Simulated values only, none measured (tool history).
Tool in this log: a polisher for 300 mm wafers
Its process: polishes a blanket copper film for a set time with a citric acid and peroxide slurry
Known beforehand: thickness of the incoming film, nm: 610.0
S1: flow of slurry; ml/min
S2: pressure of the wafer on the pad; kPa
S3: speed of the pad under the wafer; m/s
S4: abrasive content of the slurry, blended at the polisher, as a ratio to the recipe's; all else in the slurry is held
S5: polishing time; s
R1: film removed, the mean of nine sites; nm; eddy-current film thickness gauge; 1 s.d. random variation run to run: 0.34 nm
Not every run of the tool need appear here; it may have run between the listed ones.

run,hour,S1,S2,S3,S4,S5,R1
1,0.0,155,24.8,1.1,1.0,24,59.773
2,1.7,155,24.1,1.1,1.0,24,58.890
3,5.0,155,24.1,1.1,1.0,24,58.596
4,6.7,155,24.1,1.1,1.0,24,57.391
5,12.8,155,23.4,1.1,1.0,24,56.849
6,19.5,115,23.4,1.1,1.0,24,54.665
7,24.7,115,22.8,1.1,1.0,24,52.837
8,31.1,115,22.1,1.1,1.0,24,52.073

Estimate the outcome of run 9 from the log above:
9,32.5,115,21.4,1.1,1.0,24,?

Run 9 measured R1 50.072 nm.
